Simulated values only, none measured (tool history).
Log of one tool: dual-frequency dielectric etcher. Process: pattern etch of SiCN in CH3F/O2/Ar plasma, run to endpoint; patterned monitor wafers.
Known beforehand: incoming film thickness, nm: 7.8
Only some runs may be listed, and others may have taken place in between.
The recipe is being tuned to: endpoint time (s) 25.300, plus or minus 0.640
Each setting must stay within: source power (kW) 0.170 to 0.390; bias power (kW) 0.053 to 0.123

Run 1, hour 0.0: source power (kW) 0.280, bias power (kW) 0.088. Result: endpoint time (s) 22.305.
Run 2, hour 6.7: source power (kW) 0.280, bias power (kW) 0.095. Result: endpoint time (s) 21.568.
Run 3, hour 14.4: source power (kW) 0.230, bias power (kW) 0.095. Result: endpoint time (s) 22.858.
Run 4, hour 16.8: source power (kW) 0.220, bias power (kW) 0.092. Result: endpoint time (s) 23.649.
Run 5, hour 18.6: source power (kW) 0.210, bias power (kW) 0.091. Result: endpoint time (s) 23.924.
Run 6, hour 23.8: source power (kW) 0.240, bias power (kW) 0.091. Result: endpoint time (s) 23.155.
Run 7, hour 26.5: source power (kW) 0.230, bias power (kW) 0.090. Result: endpoint time (s) 23.269.
Run 8, hour 30.3: source power (kW) 0.180, bias power (kW) 0.077. Result: endpoint time (s) 27.480.

Which one of the following 4 next-run settings gets every result inside its allowed miss? There is exactly one.
Run A, hour 34.1: source power (kW) 0.210, bias power (kW) 0.093. Result: endpoint time (s) ?.
Run B, hour 34.1: source power (kW) 0.170, bias power (kW) 0.062. Result: endpoint time (s) ?.
Run C, hour 34.1: source power (kW) 0.210, bias power (kW) 0.083. Result: endpoint time (s) ?.
Run D, hour 34.1: source power (kW) 0.170, bias power (kW) 0.075. Result: endpoint time (s) ?.

move  endpoint time (s)
   A             23.910
   B             30.476
   C             25.057
   D             28.207
A: takes the result that was furthest off past its target
B: further off than the last run
C: all results land within tolerance of their targets
D: further off than the last run
The right move is C.

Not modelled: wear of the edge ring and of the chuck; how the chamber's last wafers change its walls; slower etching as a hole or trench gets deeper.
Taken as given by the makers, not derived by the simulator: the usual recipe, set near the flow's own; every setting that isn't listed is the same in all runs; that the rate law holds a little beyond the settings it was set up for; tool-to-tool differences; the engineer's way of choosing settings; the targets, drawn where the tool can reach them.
